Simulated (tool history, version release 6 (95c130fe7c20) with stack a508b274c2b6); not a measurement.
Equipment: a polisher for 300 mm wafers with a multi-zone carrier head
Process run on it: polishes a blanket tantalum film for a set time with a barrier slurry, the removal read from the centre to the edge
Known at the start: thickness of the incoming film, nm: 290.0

| run | hour | flow of slurry (ml/min) | pressure of the head's centre zone | pressure of the head's middle zone | pressure of the head's edge zone | abrasive content of the slurry | polishing time (s) | film removed at the wafer's centre (Å) | film removed at mid-radius (Å) | film removed at the wafer's edge (Å) |
|---|---|---|---|---|---|---|---|---|---|---|
| 1 | 0.0 | 125 | 1.00 | 1.00 | 1.00 | 1.00 | 56 | 655.05 | 659.77 | 646.13 |
| 2 | 0.8 | 120 | 0.98 | 1.01 | 0.96 | 0.85 | 52 | 564.09 | 582.93 | 556.35 |
| 3 | 4.5 | 115 | 0.96 | 1.02 | 0.93 | 0.75 | 49 | 483.10 | 518.83 | 485.67 |
| 4 | 11.1 | 115 | 0.96 | 1.02 | 0.96 | 0.75 | 49 | 486.88 | 516.35 | 500.69 |
| 5 | 16.9 | 115 | 0.89 | 1.02 | 0.96 | 0.75 | 49 | 447.11 | 519.07 | 485.78 |
| 6 | 24.9 | 85 | 0.89 | 1.02 | 0.96 | 0.75 | 49 | 419.75 | 494.84 | 466.95 |
| 7 | 28.4 | 95 | 0.90 | 1.01 | 0.86 | 0.50 | 43 | 291.32 | 329.37 | 302.94 |
| 8 | 34.8 | 115 | 0.90 | 1.02 | 0.87 | 0.50 | 43 | 304.15 | 344.34 | 311.57 |
| 9 | 39.3 | 150 | 0.92 | 1.10 | 0.97 | 0.65 | 43 | 394.76 | 469.96 | 410.60 |
| 10 | 43.1 | 145 | 0.92 | 1.09 | 0.95 | 0.65 | 43 | 389.76 | 462.16 | 412.59 |
| 11 | 51.6 | 125 | 0.97 | 1.10 | 0.89 | 0.50 | 41 | 314.63 | 355.31 | 299.86 |
| 12 | 59.0 | 140 | 0.96 | 1.10 | 0.91 | 0.50 | 41 | 321.55 | 361.90 | 316.26 |

What will run 13 give?
| 13 | 66.2 | 150 | 0.96 | 1.11 | 0.93 | 0.50 | 41 | ? | ? | ? |

film removed at the wafer's centre (Å): 323.89
film removed at mid-radius (Å): 366.11
film removed at the wafer's edge (Å): 324.35
